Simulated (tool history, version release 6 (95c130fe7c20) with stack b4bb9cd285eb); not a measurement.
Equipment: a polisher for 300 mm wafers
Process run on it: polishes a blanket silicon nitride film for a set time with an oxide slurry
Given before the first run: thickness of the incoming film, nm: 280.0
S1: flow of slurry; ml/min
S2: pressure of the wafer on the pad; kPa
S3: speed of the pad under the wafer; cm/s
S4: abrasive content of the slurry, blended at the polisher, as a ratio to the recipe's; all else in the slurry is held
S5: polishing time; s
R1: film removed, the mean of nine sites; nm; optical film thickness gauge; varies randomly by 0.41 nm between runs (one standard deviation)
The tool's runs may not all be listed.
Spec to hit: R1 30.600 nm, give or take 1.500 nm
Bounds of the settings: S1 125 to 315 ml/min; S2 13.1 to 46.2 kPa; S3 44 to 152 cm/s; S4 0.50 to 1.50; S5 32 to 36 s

run	hour	S1	S2	S3	S4	S5	R1
1	0.0	205	29.6	98	1.00	36	23.955
2	1.9	205	29.6	98	0.80	36	21.467
3	7.9	205	29.6	98	0.80	32	18.916
4	13.6	205	29.6	74	0.80	32	17.283
5	15.5	205	26.2	74	0.80	32	15.788
6	21.3	250	26.2	74	0.80	32	15.892
7	25.5	250	32.4	80	0.80	32	19.101
8	31.9	250	36.5	88	0.80	32	21.730
9	35.8	250	39.3	96	0.80	32	23.865
10	40.3	250	41.4	102	0.80	32	25.289
11	44.0	250	42.7	108	0.80	32	26.826
12	48.3	250	43.4	112	0.80	32	27.402
13	52.7	250	43.4	112	0.80	32	27.772
14	55.4	250	44.1	114	0.80	32	28.308
15	61.6	250	44.8	116	0.80	32	29.005

Of the 5 settings listed for the next run, only one would bring every result within its allowed miss of target. Which one?
A	67.8	245	46.2	100	0.70	34	?
B	67.8	250	41.4	114	0.85	35	?
C	67.8	265	36.5	98	0.80	36	?
D	67.8	210	46.2	114	0.65	34	?
E	67.8	230	42.7	94	1.00	32	?

move	R1
A	27.359
B	30.931
C	26.185
D	27.341
E	28.391
A: the biggest miss grows against the last run
B: all results in spec
C: the biggest miss grows against the last run
D: the biggest miss grows against the last run
E: the biggest miss grows against the last run
The right move is B.
